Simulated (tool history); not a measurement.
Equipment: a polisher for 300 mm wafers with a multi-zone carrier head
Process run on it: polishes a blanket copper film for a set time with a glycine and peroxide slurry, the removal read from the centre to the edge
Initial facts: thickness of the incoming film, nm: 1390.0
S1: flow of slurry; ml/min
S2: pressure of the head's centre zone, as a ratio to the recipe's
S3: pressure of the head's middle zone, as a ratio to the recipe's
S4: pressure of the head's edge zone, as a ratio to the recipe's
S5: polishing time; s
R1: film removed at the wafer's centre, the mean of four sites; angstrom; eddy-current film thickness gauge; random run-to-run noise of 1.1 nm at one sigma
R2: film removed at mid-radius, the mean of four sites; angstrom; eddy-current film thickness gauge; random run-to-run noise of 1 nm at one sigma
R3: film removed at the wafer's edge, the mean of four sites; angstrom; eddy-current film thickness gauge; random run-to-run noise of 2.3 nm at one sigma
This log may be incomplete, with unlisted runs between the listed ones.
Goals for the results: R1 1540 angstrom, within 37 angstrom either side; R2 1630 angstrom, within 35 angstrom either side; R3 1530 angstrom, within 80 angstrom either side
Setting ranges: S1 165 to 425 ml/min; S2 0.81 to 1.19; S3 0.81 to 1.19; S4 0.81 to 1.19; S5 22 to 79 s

| run | hour | S1 | S2 | S3 | S4 | S5 | R1 | R2 | R3 |
|---|---|---|---|---|---|---|---|---|---|
| 1 | 0 | 275 | 1 | 1 | 1 | 50 | 1250.9 | 1258.5 | 1257.9 |
| 2 | 4 | 310 | 1 | 1 | 1 | 50 | 1255.7 | 1277.8 | 1253 |
| 3 | 11.1 | 310 | 1.04 | 1 | 1 | 50 | 1279.9 | 1276.4 | 1261.7 |
| 4 | 17.9 | 310 | 1.04 | 1.04 | 1 | 50 | 1307.2 | 1309.7 | 1252.4 |
| 5 | 21.3 | 310 | 1.04 | 1.09 | 1 | 50 | 1305.2 | 1361.8 | 1252.5 |
| 6 | 27.4 | 355 | 1.04 | 1.09 | 1 | 50 | 1330.8 | 1374 | 1267.6 |
| 7 | 34.4 | 355 | 1.04 | 1.1 | 1.02 | 51 | 1350.4 | 1412.5 | 1285 |
| 8 | 36.8 | 350 | 1.04 | 1.1 | 1.03 | 52 | 1365.3 | 1458.5 | 1334.9 |
| 9 | 38.6 | 350 | 1.06 | 1.1 | 1.05 | 52 | 1390.1 | 1445.7 | 1357.4 |
| 10 | 42.3 | 350 | 1.07 | 1.11 | 1.06 | 52 | 1409.4 | 1453.3 | 1339 |
| 11 | 49.8 | 350 | 1.07 | 1.11 | 1.07 | 53 | 1438.2 | 1461.2 | 1419.3 |
| 12 | 57.2 | 350 | 1.07 | 1.12 | 1.07 | 53 | 1431.1 | 1504.2 | 1385.6 |
| 13 | 61.3 | 350 | 1.08 | 1.13 | 1.08 | 53 | 1437.3 | 1519.5 | 1406.7 |
| 14 | 64.5 | 350 | 1.09 | 1.14 | 1.09 | 53 | 1460.5 | 1532.7 | 1387.7 |

Next run, 5 choices. One meets every target within its allowed miss, the rest don't. Which?
| A | 67.7 | 365 | 1.03 | 1.02 | 1.17 | 59 | ? | ? | ? |
| B | 67.7 | 375 | 1.08 | 1.13 | 1.11 | 57 | ? | ? | ? |
| C | 67.7 | 425 | 1.1 | 1 | 1.16 | 56 | ? | ? | ? |
| D | 67.7 | 310 | 1.18 | 1.11 | 1.16 | 56 | ? | ? | ? |
| E | 67.7 | 290 | 1.01 | 1.17 | 1.1 | 54 | ? | ? | ? |

| move | R1 | R2 | R3 |
|---|---|---|---|
| A | 1552.2 | 1544.5 | 1632.8 |
| B | 1554.2 | 1631.7 | 1535.5 |
| C | 1560.7 | 1457.5 | 1556.6 |
| D | 1596.3 | 1552.8 | 1524.6 |
| E | 1372 | 1557.9 | 1422.7 |
A: an improvement on the last run, though not all results are within tolerance
B: meets every target
C: the biggest miss grows against the last run
D: an improvement on the last run, though not all results are within tolerance
E: the biggest miss grows against the last run
Go with B: it meets all targets.
